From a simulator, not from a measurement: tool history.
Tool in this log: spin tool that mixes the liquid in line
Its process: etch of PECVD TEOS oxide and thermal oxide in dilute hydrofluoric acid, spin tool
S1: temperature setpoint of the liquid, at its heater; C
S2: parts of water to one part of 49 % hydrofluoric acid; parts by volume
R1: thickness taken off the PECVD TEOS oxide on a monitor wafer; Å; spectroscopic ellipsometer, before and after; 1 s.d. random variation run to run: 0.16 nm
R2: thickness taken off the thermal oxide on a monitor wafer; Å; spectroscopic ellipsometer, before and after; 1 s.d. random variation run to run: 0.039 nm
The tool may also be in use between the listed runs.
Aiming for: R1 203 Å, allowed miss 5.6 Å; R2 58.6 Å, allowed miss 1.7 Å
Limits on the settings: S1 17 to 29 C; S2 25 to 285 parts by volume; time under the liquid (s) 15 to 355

run 1 hour=0 | S1=21 S2=155 time_under_the_liquid_(s)=180 | R1=148.68 R2=43.366
run 2 hour=0.7 | S1=21 S2=175 time_under_the_liquid_(s)=180 | R1=128.44 R2=37.38
run 3 hour=7.6 | S1=23 S2=175 time_under_the_liquid_(s)=180 | R1=140.51 R2=40.426
run 4 hour=8.5 | S1=23 S2=175 time_under_the_liquid_(s)=245 | R1=189.83 R2=55.304
run 5 hour=11.2 | S1=23.5 S2=175 time_under_the_liquid_(s)=245 | R1=195.6 R2=55.342
run 6 hour=14.1 | S1=23.5 S2=175 time_under_the_liquid_(s)=215 | R1=170.42 R2=49.222
run 7 hour=14.9 | S1=24.5 S2=175 time_under_the_liquid_(s)=215 | R1=180.95 R2=51.327
run 8 hour=19.9 | S1=25 S2=175 time_under_the_liquid_(s)=215 | R1=180.34 R2=52.026
run 9 hour=27.2 | S1=25.5 S2=175 time_under_the_liquid_(s)=215 | R1=182.59 R2=53.212
run 10 hour=32.7 | S1=26 S2=175 time_under_the_liquid_(s)=215 | R1=188.34 R2=54.255
run 11 hour=34.9 | S1=26.5 S2=175 time_under_the_liquid_(s)=215 | R1=191.01 R2=55.982
run 12 hour=43.3 | S1=26.5 S2=175 time_under_the_liquid_(s)=215 | R1=192.81 R2=55.1
run 13 hour=50.5 | S1=27 S2=175 time_under_the_liquid_(s)=215 | R1=194.7 R2=56.712

Exactly one of the 4 candidate moves below puts every result within its allowed miss. Which one?
run A hour=57.7 | S1=24 S2=160 time_under_the_liquid_(s)=240 | R1=? R2=?
run B hour=57.7 | S1=27.5 S2=170 time_under_the_liquid_(s)=225 | R1=? R2=?
run C hour=57.7 | S1=29 S2=175 time_under_the_liquid_(s)=210 | R1=? R2=?
run D hour=57.7 | S1=29 S2=155 time_under_the_liquid_(s)=195 | R1=? R2=?

move=A R1=216.81 R2=62.873
move=B R1=215.34 R2=62.446
move=C R1=204.81 R2=59.393
move=D R1=220.18 R2=63.85
A: the result that was furthest off in the last run now lies on the other side of its target
B: the result that was furthest off in the last run now lies on the other side of its target
C: hits every target within its allowed miss
D: the result that was furthest off in the last run now lies on the other side of its target
Answer: C
